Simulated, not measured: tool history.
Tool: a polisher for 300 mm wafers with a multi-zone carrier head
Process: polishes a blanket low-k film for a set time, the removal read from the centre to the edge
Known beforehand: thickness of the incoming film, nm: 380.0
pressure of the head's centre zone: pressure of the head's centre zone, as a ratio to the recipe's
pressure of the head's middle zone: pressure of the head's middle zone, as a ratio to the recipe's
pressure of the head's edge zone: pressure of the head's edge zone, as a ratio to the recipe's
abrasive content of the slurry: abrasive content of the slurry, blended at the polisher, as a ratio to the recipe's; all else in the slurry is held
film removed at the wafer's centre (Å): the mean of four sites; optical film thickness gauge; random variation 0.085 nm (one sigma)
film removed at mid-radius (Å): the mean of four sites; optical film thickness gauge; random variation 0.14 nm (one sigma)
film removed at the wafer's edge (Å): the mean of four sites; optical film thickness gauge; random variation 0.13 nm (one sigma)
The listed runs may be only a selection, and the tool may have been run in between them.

run  hour  flow of slurry (ml/min)  pressure of the head's centre zone  pressure of the head's middle zone  pressure of the head's edge zone  abrasive content of the slurry  polishing time (s)  film removed at the wafer's centre (Å)  film removed at mid-radius (Å)  film removed at the wafer's edge (Å)
  1     0                      195                                   1                                   1                                 1                               1                  48                                  165.97                          169.41                                171.88
  2   7.9                      195                                0.99                                   1                              0.96                            0.85                  43                                  133.35                          137.89                                132.88
  3  16.2                      230                                0.99                                   1                              0.96                            0.85                  43                                  135.89                          140.78                                137.87
  4  21.2                      215                                0.96                                0.96                              0.91                            0.75                  42                                   118.7                          122.52                                121.06
  5  26.5                      215                                0.96                                0.96                              0.91                             0.9                  42                                  133.19                          136.29                                135.67
  6  35.5                      200                                0.95                                0.95                              0.88                            0.75                  42                                  116.26                          121.12                                117.41
  7    37                      185                                0.94                                0.93                              0.86                            0.65                  42                                  102.47                          106.09                                104.27
  8  38.6                      185                                0.94                                0.93                              0.86                            0.65                  42                                  103.69                          107.05                                 106.2
  9  43.4                      170                                0.94                                0.93                              0.84                             0.6                  42                                  94.573                          93.993                                97.274

Expected results for the next run?
 10    45                      175                                0.95                                0.97                              0.83                             0.6                  42                                       ?                               ?                                     ?

film removed at the wafer's centre (Å): 96.391
film removed at mid-radius (Å): 100.76
film removed at the wafer's edge (Å): 96.96
